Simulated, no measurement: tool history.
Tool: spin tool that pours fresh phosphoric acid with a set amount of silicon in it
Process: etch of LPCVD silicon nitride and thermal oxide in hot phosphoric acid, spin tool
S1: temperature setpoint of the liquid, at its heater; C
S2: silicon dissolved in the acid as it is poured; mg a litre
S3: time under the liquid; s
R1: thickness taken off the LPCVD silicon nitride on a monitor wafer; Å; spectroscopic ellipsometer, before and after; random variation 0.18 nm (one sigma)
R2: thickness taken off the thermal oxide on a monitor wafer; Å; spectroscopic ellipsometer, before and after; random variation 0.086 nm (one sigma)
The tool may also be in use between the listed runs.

{"run": 1, "hour": 0.0, "S1": 163.0, "S2": 16.5, "S3": 180, "R1": 156.56, "R2": 4.4039}
{"run": 2, "hour": 1.8, "S1": 163.0, "S2": 20.0, "S3": 180, "R1": 156.19, "R2": 4.0747}
{"run": 3, "hour": 9.8, "S1": 163.0, "S2": 20.0, "S3": 210, "R1": 182.77, "R2": 4.4582}
{"run": 4, "hour": 13.8, "S1": 164.0, "S2": 15.5, "S3": 225, "R1": 202.0, "R2": 6.1213}
{"run": 5, "hour": 16.5, "S1": 164.5, "S2": 13.5, "S3": 240, "R1": 218.08, "R2": 7.7407}
{"run": 6, "hour": 22.4, "S1": 166.0, "S2": 13.5, "S3": 240, "R1": 231.56, "R2": 8.159}

Run 7 comes next. What will it give?
{"run": 7, "hour": 27.4, "S1": 166.5, "S2": 12.5, "S3": 245, "R1": "?", "R2": "?"}

{"run 7": {"R1": 238.76, "R2": 7.5575}}

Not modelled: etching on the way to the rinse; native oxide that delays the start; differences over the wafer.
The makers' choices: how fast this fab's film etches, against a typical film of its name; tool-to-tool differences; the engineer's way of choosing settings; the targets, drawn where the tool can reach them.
